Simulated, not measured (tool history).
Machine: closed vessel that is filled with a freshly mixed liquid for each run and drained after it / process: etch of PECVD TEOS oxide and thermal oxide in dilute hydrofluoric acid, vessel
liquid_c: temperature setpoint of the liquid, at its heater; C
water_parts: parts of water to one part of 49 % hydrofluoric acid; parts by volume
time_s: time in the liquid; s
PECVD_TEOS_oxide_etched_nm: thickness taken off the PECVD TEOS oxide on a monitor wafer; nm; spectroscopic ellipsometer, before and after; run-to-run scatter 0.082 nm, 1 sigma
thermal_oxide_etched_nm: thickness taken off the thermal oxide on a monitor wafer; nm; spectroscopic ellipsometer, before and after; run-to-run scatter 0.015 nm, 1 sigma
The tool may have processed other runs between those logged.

run,hour,liquid_c,water_parts,time_s,PECVD_TEOS_oxide_etched_nm,thermal_oxide_etched_nm
1,0,23,65,75,25.788,4.4533
2,3.2,23,55,75,31.009,5.2962
3,10.6,21.5,65,75,24.583,4.1321
4,18,21,70,75,22.147,3.7592
5,23.4,18,70,75,19.577,3.3447
6,30.5,18,70,45,11.666,2.01
7,31.5,18,70,45,11.752,1.972
8,32.7,19.5,70,45,12.353,2.1431
9,34.7,20,70,45,12.744,2.1659
10,42.4,21,70,45,13.184,2.2641

Run 11 comes next. What will it give?
# hour 45.2: hydrofluoric acid flow meter replaced
11,45.2,21.5,70,45,?,?

Run 11 measured PECVD_TEOS_oxide_etched_nm 14.395 nm, thermal_oxide_etched_nm 2.4406 nm.
